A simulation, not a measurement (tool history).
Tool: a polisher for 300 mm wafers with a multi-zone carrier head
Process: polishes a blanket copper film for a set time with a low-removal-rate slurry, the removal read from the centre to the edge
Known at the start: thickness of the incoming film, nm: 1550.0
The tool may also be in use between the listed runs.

run	hour	flow of slurry (ml/min)	pressure of the head's centre zone	pressure of the head's middle zone	pressure of the head's edge zone	abrasive content of the slurry	polishing time (s)	film removed at the wafer's centre (angstrom)	film removed at mid-radius (angstrom)	film removed at the wafer's edge (angstrom)
1	0	195	1	1	1	1	31	947.55	974.48	964.77
2	8	195	0.95	1	1	1	31	876.53	965.68	952.56
3	14.4	200	0.97	1.02	1.03	1.1	32	966.19	1025	993.19
4	18	195	0.97	1.02	1.03	1.15	34	1019.8	1111.9	1089.2
5	22.5	195	1.05	1.02	1.03	1.15	34	1080.1	1114.2	1093.6
# hour 24.5: slurry nozzle cleaned
6	24.5	195	1.06	1.03	1.04	1.2	35	1210.3	1211.8	1175.3
7	29	190	1.06	1.04	1.06	1.25	35	1221	1238.5	1190.8

The next listed run, before its measurement:
8	33.3	185	1.06	1.05	1.08	1.3	35	?	?	?

{"run 8": {"film removed at the wafer's centre (angstrom)": 1210.2, "film removed at mid-radius (angstrom)": 1242.3, "film removed at the wafer's edge (angstrom)": 1192.4}}

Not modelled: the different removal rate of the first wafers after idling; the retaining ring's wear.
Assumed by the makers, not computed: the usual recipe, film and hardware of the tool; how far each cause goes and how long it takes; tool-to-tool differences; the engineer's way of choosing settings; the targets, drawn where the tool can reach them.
